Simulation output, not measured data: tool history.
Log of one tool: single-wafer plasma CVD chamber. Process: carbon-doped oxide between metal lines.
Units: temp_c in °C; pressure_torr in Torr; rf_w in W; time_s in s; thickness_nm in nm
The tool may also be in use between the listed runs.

run,day,temp_c,pressure_torr,rf_w,time_s,thickness_nm
1,0,370,6.55,625,24.5,144.73
2,0.154,370,6.1,625,24.5,142.37
3,0.392,369,6.37,635,24.5,145.65
4,0.704,369,6.37,635,25.3,150.36
# day 0.938: thermocouple changed; heater temperature recalibrated
5,0.938,368,6.59,645,25.3,154.11
6,1.242,367,6.8,650,25.3,156.4
7,1.438,366,6.97,655,25.3,157.29
8,1.467,365,7.15,660,25.3,159.43
9,1.729,364,7.3,665,25.3,160.64
10,1.975,363,7.44,670,25.3,161.93
11,2.171,362,7.56,675,25.3,163.42

Forecast run 12:
12,2.242,362,7.66,680,25.3,?

thickness_nm: 164.11 nm
